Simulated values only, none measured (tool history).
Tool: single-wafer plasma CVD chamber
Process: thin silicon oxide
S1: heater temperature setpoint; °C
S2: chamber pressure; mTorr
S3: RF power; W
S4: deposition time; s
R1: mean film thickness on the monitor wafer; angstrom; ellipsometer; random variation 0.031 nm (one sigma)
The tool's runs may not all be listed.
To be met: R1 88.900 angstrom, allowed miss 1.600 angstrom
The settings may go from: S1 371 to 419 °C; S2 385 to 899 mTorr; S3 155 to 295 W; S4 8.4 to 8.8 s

{"run": 1, "hour": 0.0, "S1": 395, "S2": 642, "S3": 225, "S4": 8.8, "R1": 109.97}
{"run": 2, "hour": 6.9, "S1": 405, "S2": 642, "S3": 225, "S4": 8.8, "R1": 109.03}
{"run": 3, "hour": 9.0, "S1": 405, "S2": 618, "S3": 225, "S4": 8.8, "R1": 105.43}
{"run": 4, "hour": 11.2, "S1": 405, "S2": 697, "S3": 225, "S4": 8.8, "R1": 118.44}
{"run": 5, "hour": 19.0, "S1": 405, "S2": 660, "S3": 225, "S4": 8.8, "R1": 111.7}
{"run": 6, "hour": 25.5, "S1": 415, "S2": 660, "S3": 225, "S4": 8.8, "R1": 111.38}
{"run": 7, "hour": 31.0, "S1": 415, "S2": 632, "S3": 225, "S4": 8.8, "R1": 106.74}
{"run": 8, "hour": 36.9, "S1": 415, "S2": 609, "S3": 225, "S4": 8.8, "R1": 103.34}
{"run": 9, "hour": 45.4, "S1": 415, "S2": 590, "S3": 225, "S4": 8.8, "R1": 100.19}
{"run": 10, "hour": 47.6, "S1": 415, "S2": 575, "S3": 225, "S4": 8.8, "R1": 97.985}
{"run": 11, "hour": 49.9, "S1": 415, "S2": 506, "S3": 225, "S4": 8.8, "R1": 86.143}
{"run": 12, "hour": 51.6, "S1": 415, "S2": 506, "S3": 225, "S4": 8.8, "R1": 85.467}
{"run": 13, "hour": 57.2, "S1": 415, "S2": 534, "S3": 225, "S4": 8.8, "R1": 90.348}
{"hour": 59.8, "done": "RF generator calibrated"}
{"run": 14, "hour": 59.8, "S1": 415, "S2": 532, "S3": 225, "S4": 8.8, "R1": 93.721}
{"run": 15, "hour": 67.0, "S1": 415, "S2": 525, "S3": 225, "S4": 8.8, "R1": 92.199}

4 next moves are on the table. One of them brings every result within its allowed miss. Which?
{"run": "A", "hour": 74.2, "S1": 417, "S2": 489, "S3": 255, "S4": 8.6, "R1": "?"}
{"run": "B", "hour": 74.2, "S1": 418, "S2": 534, "S3": 215, "S4": 8.8, "R1": "?"}
{"run": "C", "hour": 74.2, "S1": 410, "S2": 549, "S3": 210, "S4": 8.8, "R1": "?"}
{"run": "D", "hour": 74.2, "S1": 404, "S2": 530, "S3": 250, "S4": 8.5, "R1": "?"}

move=A R1=88.696
move=B R1=91.938
move=C R1=93.972
move=D R1=94.781
A: meets every target
B: nearer than the last run, and not there yet
C: further off than the last run
D: further off than the last run
Answer: A

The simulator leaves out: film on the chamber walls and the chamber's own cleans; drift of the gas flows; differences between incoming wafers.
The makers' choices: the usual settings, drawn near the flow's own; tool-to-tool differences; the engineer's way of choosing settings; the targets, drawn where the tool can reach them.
